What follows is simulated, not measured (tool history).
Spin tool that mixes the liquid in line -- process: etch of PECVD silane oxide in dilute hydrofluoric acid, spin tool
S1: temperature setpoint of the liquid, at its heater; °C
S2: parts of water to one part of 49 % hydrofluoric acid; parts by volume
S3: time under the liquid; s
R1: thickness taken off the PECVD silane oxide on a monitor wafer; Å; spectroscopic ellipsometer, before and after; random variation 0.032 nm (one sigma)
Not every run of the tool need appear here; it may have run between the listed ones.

{"run": 1, "day": 0.0, "S1": 25.0, "S2": 215, "S3": 70, "R1": 46.532}
{"run": 2, "day": 0.054, "S1": 23.5, "S2": 215, "S3": 70, "R1": 43.553}
{"run": 3, "day": 0.092, "S1": 22.5, "S2": 215, "S3": 70, "R1": 42.115}
{"run": 4, "day": 0.146, "S1": 25.0, "S2": 215, "S3": 70, "R1": 45.331}
{"run": 5, "day": 0.3, "S1": 23.5, "S2": 215, "S3": 70, "R1": 43.683}
{"run": 6, "day": 0.6, "S1": 23.5, "S2": 185, "S3": 70, "R1": 52.693}
{"run": 7, "day": 0.946, "S1": 22.0, "S2": 190, "S3": 70, "R1": 47.609}

The next listed run, before its measurement:
{"run": 8, "day": 1.154, "S1": 21.0, "S2": 195, "S3": 70, "R1": "?"}

Run 8 yielded R1 44.183 Å.

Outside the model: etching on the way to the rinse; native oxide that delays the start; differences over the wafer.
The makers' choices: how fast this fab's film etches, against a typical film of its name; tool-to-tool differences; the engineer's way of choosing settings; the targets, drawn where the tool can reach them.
